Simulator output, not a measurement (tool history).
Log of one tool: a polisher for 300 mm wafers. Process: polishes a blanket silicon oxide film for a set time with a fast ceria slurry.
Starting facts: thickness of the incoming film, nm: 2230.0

run  hour  flow of slurry (ml/min)  pressure of the wafer on the pad (kPa)  speed of the pad under the wafer (m/s)  polishing time (s)  film removed (Å)
  1   0.0                      235                                    15.9                                    1.00                  72            8681.6
  2   0.6                      235                                    15.9                                    1.00                  72            8658.3
  3   2.3                      235                                    15.9                                    0.80                  72            6850.7
  4   8.9                      185                                    15.9                                    0.80                  72            6724.9
  5  15.8                      140                                    15.9                                    0.80                  72            6165.6
  6  19.6                      140                                    15.9                                    0.80                  76            6401.3

Forecast run 7:
  7  20.7                      160                                    17.2                                    0.82                  76                 ?

{"run 7": {"film removed (Å)": 7292.9}}
